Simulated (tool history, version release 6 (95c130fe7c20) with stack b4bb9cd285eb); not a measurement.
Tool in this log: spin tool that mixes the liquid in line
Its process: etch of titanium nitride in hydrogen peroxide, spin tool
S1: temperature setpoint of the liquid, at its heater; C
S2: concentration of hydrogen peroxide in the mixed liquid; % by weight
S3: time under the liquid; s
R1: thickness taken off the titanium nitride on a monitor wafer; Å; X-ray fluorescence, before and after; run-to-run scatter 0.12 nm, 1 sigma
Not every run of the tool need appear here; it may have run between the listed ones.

run  hour    S1    S2   S3      R1
  1   0.0  57.0  20.0  295  272.69
  2   1.6  56.5  20.0  295  262.66
  3   8.5  56.0  20.0  295  253.91
  4  15.9  56.0  23.5  295  258.69
  5  19.2  56.0  27.0  295  269.48
  6  27.1  55.5  27.0  295  262.61
  7  35.4  55.0  27.0  295  250.63
  8  38.9  54.5  27.0  295  243.66

Expected results for the next run?
  9  39.8  54.0  27.0  295   ?

{"run 9": {"R1": 232.16}}

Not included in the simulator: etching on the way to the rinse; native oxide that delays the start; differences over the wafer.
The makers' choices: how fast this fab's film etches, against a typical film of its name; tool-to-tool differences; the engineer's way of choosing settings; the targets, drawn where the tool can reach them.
